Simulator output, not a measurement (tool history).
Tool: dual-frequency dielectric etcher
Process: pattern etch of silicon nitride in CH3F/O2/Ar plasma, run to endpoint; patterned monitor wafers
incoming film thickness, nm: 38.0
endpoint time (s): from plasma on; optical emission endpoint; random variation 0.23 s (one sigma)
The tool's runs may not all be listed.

run	hour	source power (kW)	bias power (kW)	endpoint time (s)
1	0.0	0.540	0.077	42.465
2	4.0	0.610	0.077	41.496
3	10.9	0.510	0.077	43.152
4	18.9	0.600	0.077	41.003
5	27.5	0.620	0.078	40.152
6	35.3	0.630	0.078	40.505
7	40.6	0.640	0.079	39.883

Run 8 comes next. What will it give?
8	48.1	0.650	0.079	?

endpoint time (s): 39.875

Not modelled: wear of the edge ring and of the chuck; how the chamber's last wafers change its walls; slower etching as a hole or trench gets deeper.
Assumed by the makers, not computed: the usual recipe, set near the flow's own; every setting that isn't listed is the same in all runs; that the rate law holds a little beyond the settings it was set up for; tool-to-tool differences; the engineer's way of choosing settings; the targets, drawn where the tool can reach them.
